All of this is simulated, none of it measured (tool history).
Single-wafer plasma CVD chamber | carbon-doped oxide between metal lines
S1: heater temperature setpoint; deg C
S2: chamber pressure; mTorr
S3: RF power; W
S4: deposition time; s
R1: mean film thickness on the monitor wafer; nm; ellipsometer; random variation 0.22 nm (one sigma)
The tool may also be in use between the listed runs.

run 1 hour=0 | S1=340 S2=5230 S3=595 S4=14.3 | R1=85.639
run 2 hour=8.4 | S1=345 S2=5230 S3=595 S4=14.3 | R1=83.691
run 3 hour=15.4 | S1=345 S2=5980 S3=595 S4=14.3 | R1=85.098
run 4 hour=22.2 | S1=345 S2=5980 S3=595 S4=14.3 | R1=85.208
run 5 hour=27.9 | S1=345 S2=5980 S3=565 S4=14.3 | R1=82.475
run 6 hour=31.3 | S1=341 S2=6180 S3=570 S4=14.3 | R1=84.117
run 7 hour=37.2 | S1=338 S2=6330 S3=580 S4=14.3 | R1=86.218
run 8 hour=38 | S1=335 S2=6470 S3=585 S4=14.3 | R1=87.424
run 9 hour=45.6 | S1=333 S2=6580 S3=590 S4=14.3 | R1=88.991
run 10 hour=51.8 | S1=331 S2=6680 S3=595 S4=14.3 | R1=89.898
run 11 hour=59.1 | S1=329 S2=6770 S3=600 S4=14.3 | R1=91.541
run 12 hour=64.2 | S1=328 S2=6830 S3=600 S4=14.3 | R1=91.874
run 13 hour=66.8 | S1=327 S2=6880 S3=600 S4=14.3 | R1=91.867
run 14 hour=73.9 | S1=326 S2=6940 S3=600 S4=14.3 | R1=92.616
run 15 hour=79.8 | S1=325 S2=6980 S3=600 S4=14.3 | R1=93.611

Forecast run 16:
run 16 hour=84.4 | S1=324 S2=7000 S3=600 S4=14.3 | R1=?

Run 16 gave R1 93.742 nm.
